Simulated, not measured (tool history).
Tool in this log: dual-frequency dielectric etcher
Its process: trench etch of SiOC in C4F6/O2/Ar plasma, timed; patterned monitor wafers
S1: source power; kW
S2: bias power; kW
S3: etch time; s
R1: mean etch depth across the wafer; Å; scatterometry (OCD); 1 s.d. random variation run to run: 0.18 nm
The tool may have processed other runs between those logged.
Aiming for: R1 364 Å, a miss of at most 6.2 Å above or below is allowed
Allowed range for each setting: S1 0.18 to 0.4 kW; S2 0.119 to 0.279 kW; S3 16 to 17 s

run,day,S1,S2,S3,R1
1,0,0.29,0.199,17,322.96
2,0.138,0.29,0.199,16,300.46
3,0.329,0.29,0.186,16,293.17
4,0.538,0.29,0.186,16,293.73
5,0.788,0.31,0.195,16,307.81
6,0.829,0.33,0.203,16,320.65
7,1.158,0.35,0.209,16,337.01
8,1.458,0.36,0.21,16,335.95
9,1.808,0.37,0.215,16,345.87
10,1.962,0.38,0.217,16,353.98
11,2.212,0.38,0.218,16,349.55
12,2.412,0.38,0.221,16,352.42
13,2.671,0.38,0.222,16,353.39
14,2.771,0.38,0.222,16,355.59

5 next moves are on the table. One of them brings every result within its allowed miss. Which?
A,2.871,0.35,0.212,16.5,?
B,2.871,0.4,0.19,16.5,?
C,2.871,0.38,0.212,16,?
D,2.871,0.4,0.173,17,?
E,2.871,0.34,0.242,16.5,?

move,R1
A,347.23
B,353.05
C,349.13
D,350.97
E,361
A: the biggest miss grows against the last run
B: the biggest miss grows against the last run
C: the biggest miss grows against the last run
D: the biggest miss grows against the last run
E: all results land within tolerance of their targets
So the answer is move E, the one that meets all the targets.
